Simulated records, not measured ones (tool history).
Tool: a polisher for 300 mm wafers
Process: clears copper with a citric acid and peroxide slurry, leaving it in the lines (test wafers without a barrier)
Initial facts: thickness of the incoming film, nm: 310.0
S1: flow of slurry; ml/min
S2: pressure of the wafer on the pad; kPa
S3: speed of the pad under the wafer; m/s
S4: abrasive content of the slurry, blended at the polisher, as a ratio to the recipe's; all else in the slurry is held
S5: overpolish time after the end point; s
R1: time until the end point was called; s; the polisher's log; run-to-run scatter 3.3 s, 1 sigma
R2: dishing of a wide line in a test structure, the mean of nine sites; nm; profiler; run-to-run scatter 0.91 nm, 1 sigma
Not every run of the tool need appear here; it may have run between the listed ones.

run,hour,S1,S2,S3,S4,S5,R1,R2
1,0,280,17.9,1.32,1,29,96.505,52.4
2,0.5,280,17.9,1.14,1,29,113.06,47.744
3,8.2,280,17.9,1.02,1,29,127.05,43.378
4,13.8,280,16.5,1,1,32,137.49,42.898
5,20.2,280,15.9,0.98,1,35,153.64,44.152
6,28.9,280,15.2,0.98,1,36,158.74,44.056

Expected results for the next run?
# hour 30.7: head pressure recalibrated
7,30.7,280,14.5,0.98,1,37,?,?

{"run 7": {"R1": 174.69, "R2": 38.36}}

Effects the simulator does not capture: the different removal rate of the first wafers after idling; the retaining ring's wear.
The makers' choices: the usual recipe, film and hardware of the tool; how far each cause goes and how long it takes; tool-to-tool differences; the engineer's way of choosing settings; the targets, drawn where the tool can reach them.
